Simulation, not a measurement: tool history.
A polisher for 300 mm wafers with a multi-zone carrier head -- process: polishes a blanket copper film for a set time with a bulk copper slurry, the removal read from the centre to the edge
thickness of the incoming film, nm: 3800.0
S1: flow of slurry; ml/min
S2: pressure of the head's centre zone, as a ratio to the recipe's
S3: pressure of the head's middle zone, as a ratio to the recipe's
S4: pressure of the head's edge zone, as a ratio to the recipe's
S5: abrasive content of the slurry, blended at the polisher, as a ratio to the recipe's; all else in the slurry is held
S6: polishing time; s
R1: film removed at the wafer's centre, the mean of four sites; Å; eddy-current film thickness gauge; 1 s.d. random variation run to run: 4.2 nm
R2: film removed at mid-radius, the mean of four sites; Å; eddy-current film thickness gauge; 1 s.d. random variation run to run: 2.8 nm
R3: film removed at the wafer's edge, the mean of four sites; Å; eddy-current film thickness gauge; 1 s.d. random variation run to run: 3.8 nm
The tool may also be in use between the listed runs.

| run | hour | S1 | S2 | S3 | S4 | S5 | S6 | R1 | R2 | R3 |
|---|---|---|---|---|---|---|---|---|---|---|
| 1 | 0 | 230 | 1 | 1 | 1 | 1 | 43 | 3312.8 | 3194.8 | 3266.8 |
| 2 | 5.6 | 230 | 1.05 | 1 | 1 | 1 | 43 | 3506.8 | 3175.4 | 3420.5 |
| 3 | 10.4 | 235 | 1.04 | 1 | 0.96 | 0.95 | 43 | 3369 | 3169.5 | 3200.9 |
| 4 | 18.9 | 235 | 1.04 | 1 | 0.96 | 0.75 | 43 | 3193.6 | 2937 | 2981.6 |
| 5 | 22.9 | 235 | 1.04 | 1 | 1.04 | 0.75 | 43 | 3209.9 | 2918.8 | 3055.8 |
| 6 | 24.7 | 215 | 1.04 | 1 | 1.04 | 0.75 | 43 | 3160.3 | 2950.8 | 3071.7 |
| 7 | 28.3 | 220 | 1.04 | 1.01 | 1.02 | 0.7 | 43 | 3136.8 | 2888.4 | 3019.9 |
| 8 | 30.5 | 235 | 1.03 | 1.02 | 0.99 | 0.7 | 43 | 3108.1 | 2941.3 | 2960.1 |
|  | 33.9 | slurry nozzle cleaned |
| 9 | 33.9 | 240 | 1.03 | 1.03 | 0.97 | 0.7 | 43 | 3159.5 | 3020.1 | 3009.8 |
| 10 | 39.6 | 240 | 1.03 | 1.03 | 0.94 | 0.65 | 43 | 3055.7 | 2984.7 | 2863 |

Run 11 comes next. What will it give?
| 11 | 48.5 | 240 | 1.03 | 1.03 | 0.93 | 0.65 | 43 | ? | ? | ? |

{"run 11": {"R1": 3100.6, "R2": 2922.1, "R3": 2854}}
